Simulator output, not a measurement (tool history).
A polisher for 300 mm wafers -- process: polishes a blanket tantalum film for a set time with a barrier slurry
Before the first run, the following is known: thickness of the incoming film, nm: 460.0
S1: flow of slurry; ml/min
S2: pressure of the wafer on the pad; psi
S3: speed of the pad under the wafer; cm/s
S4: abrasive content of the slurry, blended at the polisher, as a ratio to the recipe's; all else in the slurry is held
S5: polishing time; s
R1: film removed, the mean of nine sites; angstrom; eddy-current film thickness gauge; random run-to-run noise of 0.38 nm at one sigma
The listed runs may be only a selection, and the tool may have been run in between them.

run	day	S1	S2	S3	S4	S5	R1
1	0	200	1.9	120	1	93	1407.4
2	0.133	200	2.2	120	1	93	1652.3
3	0.462	200	2.5	120	1	93	1885.2
4	0.55	195	2.2	106	0.95	93	1425.9
5	0.783	190	1.9	96	0.95	93	1101.7
6	1.108	190	1.9	82	0.95	93	963.99

Forecast run 7:
7	1.329	190	1.9	82	0.95	93	?

Logged for run 7: R1 961.84 angstrom.
